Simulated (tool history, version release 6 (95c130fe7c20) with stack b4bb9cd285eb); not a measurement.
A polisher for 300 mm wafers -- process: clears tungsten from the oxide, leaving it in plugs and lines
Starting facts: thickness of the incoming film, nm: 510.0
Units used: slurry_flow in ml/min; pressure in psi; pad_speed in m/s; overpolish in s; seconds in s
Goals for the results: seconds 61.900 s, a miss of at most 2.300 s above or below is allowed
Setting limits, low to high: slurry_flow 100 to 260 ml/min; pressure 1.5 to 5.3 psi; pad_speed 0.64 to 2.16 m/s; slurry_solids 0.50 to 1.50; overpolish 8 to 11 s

Run 1, day 0.000: slurry_flow 165 ml/min, pressure 3.4 psi, pad_speed 1.40 m/s, slurry_solids 1.00, overpolish 11 s. Result: seconds 73.235 s.
Run 2, day 0.167: slurry_flow 165 ml/min, pressure 3.0 psi, pad_speed 1.40 m/s, slurry_solids 1.00, overpolish 11 s. Result: seconds 83.125 s.
Run 3, day 0.254: slurry_flow 165 ml/min, pressure 3.0 psi, pad_speed 1.10 m/s, slurry_solids 1.00, overpolish 11 s. Result: seconds 100.250 s.
Run 4, day 0.371: slurry_flow 170 ml/min, pressure 3.3 psi, pad_speed 1.10 m/s, slurry_solids 1.00, overpolish 11 s. Result: seconds 90.913 s.
Run 5, day 0.638: slurry_flow 175 ml/min, pressure 3.5 psi, pad_speed 1.10 m/s, slurry_solids 1.00, overpolish 11 s. Result: seconds 87.366 s.
Run 6, day 0.679: slurry_flow 175 ml/min, pressure 3.7 psi, pad_speed 1.10 m/s, slurry_solids 1.00, overpolish 11 s. Result: seconds 83.519 s.
Run 7, day 0.854: slurry_flow 175 ml/min, pressure 3.9 psi, pad_speed 1.10 m/s, slurry_solids 1.00, overpolish 11 s. Result: seconds 78.400 s.
Run 8, day 1.138: slurry_flow 175 ml/min, pressure 4.0 psi, pad_speed 1.10 m/s, slurry_solids 1.00, overpolish 11 s. Result: seconds 77.816 s.
Run 9, day 1.442: slurry_flow 175 ml/min, pressure 4.1 psi, pad_speed 1.10 m/s, slurry_solids 1.00, overpolish 11 s. Result: seconds 74.740 s.
Run 10, day 1.725: slurry_flow 175 ml/min, pressure 4.2 psi, pad_speed 1.10 m/s, slurry_solids 1.00, overpolish 11 s. Result: seconds 73.480 s.
Run 11, day 1.908: slurry_flow 175 ml/min, pressure 4.3 psi, pad_speed 1.10 m/s, slurry_solids 1.00, overpolish 11 s. Result: seconds 71.141 s.
Run 12, day 2.112: slurry_flow 175 ml/min, pressure 4.4 psi, pad_speed 1.10 m/s, slurry_solids 1.00, overpolish 11 s. Result: seconds 71.397 s.
Run 13, day 2.267: slurry_flow 180 ml/min, pressure 4.5 psi, pad_speed 1.10 m/s, slurry_solids 1.00, overpolish 11 s. Result: seconds 67.712 s.
Run 14, day 2.562: slurry_flow 185 ml/min, pressure 4.5 psi, pad_speed 1.10 m/s, slurry_solids 1.00, overpolish 11 s. Result: seconds 67.923 s.
Run 15, day 2.717: slurry_flow 185 ml/min, pressure 4.5 psi, pad_speed 1.10 m/s, slurry_solids 1.00, overpolish 11 s. Result: seconds 67.259 s.
Run 16, day 2.942: slurry_flow 190 ml/min, pressure 4.5 psi, pad_speed 1.10 m/s, slurry_solids 1.00, overpolish 11 s. Result: seconds 66.176 s.

Consider the 5 candidate settings below. Which is the only one whose results all fall within their allowed miss of target?
Run A, day 3.167: slurry_flow 195 ml/min, pressure 4.8 psi, pad_speed 1.22 m/s, slurry_solids 1.05, overpolish 8 s. Result: seconds ?.
Run B, day 3.167: slurry_flow 185 ml/min, pressure 4.5 psi, pad_speed 1.24 m/s, slurry_solids 0.90, overpolish 11 s. Result: seconds ?.
Run C, day 3.167: slurry_flow 205 ml/min, pressure 4.9 psi, pad_speed 1.16 m/s, slurry_solids 1.05, overpolish 8 s. Result: seconds ?.
Run D, day 3.167: slurry_flow 175 ml/min, pressure 4.6 psi, pad_speed 1.12 m/s, slurry_solids 0.95, overpolish 11 s. Result: seconds ?.
Run E, day 3.167: slurry_flow 245 ml/min, pressure 4.9 psi, pad_speed 0.86 m/s, slurry_solids 1.15, overpolish 8 s. Result: seconds ?.

move  seconds
   A   57.605
   B   62.969
   C   58.444
   D   66.890
   E   71.208
A: pushes the last run's worst result past its target
B: every result within its allowed miss
C: pushes the last run's worst result past its target
D: the biggest miss grows against the last run
E: the biggest miss grows against the last run
Move B is the one to make.
